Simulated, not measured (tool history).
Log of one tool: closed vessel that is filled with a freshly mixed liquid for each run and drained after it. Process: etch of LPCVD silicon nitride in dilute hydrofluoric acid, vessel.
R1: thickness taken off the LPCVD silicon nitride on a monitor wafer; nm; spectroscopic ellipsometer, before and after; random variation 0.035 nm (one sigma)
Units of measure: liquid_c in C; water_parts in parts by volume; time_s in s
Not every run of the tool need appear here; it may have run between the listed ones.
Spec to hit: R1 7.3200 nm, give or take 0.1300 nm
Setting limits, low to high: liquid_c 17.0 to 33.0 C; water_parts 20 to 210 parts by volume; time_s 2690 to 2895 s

{"run": 1, "hour": 0.0, "liquid_c": 25.0, "water_parts": 115, "time_s": 2690, "R1": 12.306}
{"run": 2, "hour": 6.4, "liquid_c": 25.0, "water_parts": 115, "time_s": 2895, "R1": 13.198}
{"run": 3, "hour": 6.9, "liquid_c": 25.0, "water_parts": 115, "time_s": 2895, "R1": 13.248}
{"run": 4, "hour": 15.9, "liquid_c": 25.0, "water_parts": 115, "time_s": 2690, "R1": 12.191}
{"run": 5, "hour": 23.3, "liquid_c": 27.5, "water_parts": 115, "time_s": 2690, "R1": 14.467}
{"run": 6, "hour": 24.8, "liquid_c": 26.0, "water_parts": 115, "time_s": 2690, "R1": 13.075}
{"run": 7, "hour": 28.7, "liquid_c": 22.0, "water_parts": 115, "time_s": 2690, "R1": 10.111}
{"run": 8, "hour": 30.1, "liquid_c": 21.5, "water_parts": 115, "time_s": 2690, "R1": 9.7818}
{"run": 9, "hour": 35.8, "liquid_c": 21.0, "water_parts": 115, "time_s": 2690, "R1": 9.5301}
{"run": 10, "hour": 41.7, "liquid_c": 20.5, "water_parts": 115, "time_s": 2690, "R1": 9.0655}
{"run": 11, "hour": 47.3, "liquid_c": 20.0, "water_parts": 115, "time_s": 2690, "R1": 8.7904}
{"run": 12, "hour": 55.5, "liquid_c": 19.5, "water_parts": 115, "time_s": 2690, "R1": 8.5169}
{"run": 13, "hour": 58.0, "liquid_c": 19.5, "water_parts": 115, "time_s": 2690, "R1": 8.5657}
{"run": 14, "hour": 65.2, "liquid_c": 17.0, "water_parts": 115, "time_s": 2690, "R1": 7.2023}

Pick the move, out of 4, that brings all results within their allowed miss; only one does.
{"run": "A", "hour": 72.4, "liquid_c": 17.0, "water_parts": 120, "time_s": 2765, "R1": "?"}
{"run": "B", "hour": 72.4, "liquid_c": 17.5, "water_parts": 125, "time_s": 2695, "R1": "?"}
{"run": "C", "hour": 72.4, "liquid_c": 17.0, "water_parts": 125, "time_s": 2825, "R1": "?"}
{"run": "D", "hour": 72.4, "liquid_c": 17.0, "water_parts": 115, "time_s": 2765, "R1": "?"}

move=A R1=7.0841
move=B R1=6.8707
move=C R1=6.9578
move=D R1=7.3816
A: moves away from the targets compared with the last run
B: moves away from the targets compared with the last run
C: moves away from the targets compared with the last run
D: all results land within tolerance of their targets
Correct choice: D, which meets every target
